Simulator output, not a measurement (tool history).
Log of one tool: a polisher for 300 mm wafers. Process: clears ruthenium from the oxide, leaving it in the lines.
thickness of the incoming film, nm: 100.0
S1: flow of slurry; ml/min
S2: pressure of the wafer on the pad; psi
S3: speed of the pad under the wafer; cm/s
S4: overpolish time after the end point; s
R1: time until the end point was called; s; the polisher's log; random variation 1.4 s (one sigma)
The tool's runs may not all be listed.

run  hour   S1   S2  S3  S4       R1
  1   0.0  150  2.5  96  40   80.563
  2   2.1  150  2.3  96  40   89.319
  3   4.0  150  2.1  96  40   98.407
  4   5.1  150  2.1  96  40   97.769
  5   6.5  150  2.0  96  40  101.970
  6  12.9  150  1.9  96  40  104.430
  7  20.7  150  1.8  96  40  110.750
  8  22.3  150  1.7  96  40  119.650
  9  26.9  150  1.7  96  40  120.510
 10  33.5  145  1.7  96  40  118.360
 11  34.3  145  1.5  96  40  136.300

Run 12 comes next. What will it give?
 12  40.3  150  1.5  96  40   ?

Run 12 gave R1 132.200 s.

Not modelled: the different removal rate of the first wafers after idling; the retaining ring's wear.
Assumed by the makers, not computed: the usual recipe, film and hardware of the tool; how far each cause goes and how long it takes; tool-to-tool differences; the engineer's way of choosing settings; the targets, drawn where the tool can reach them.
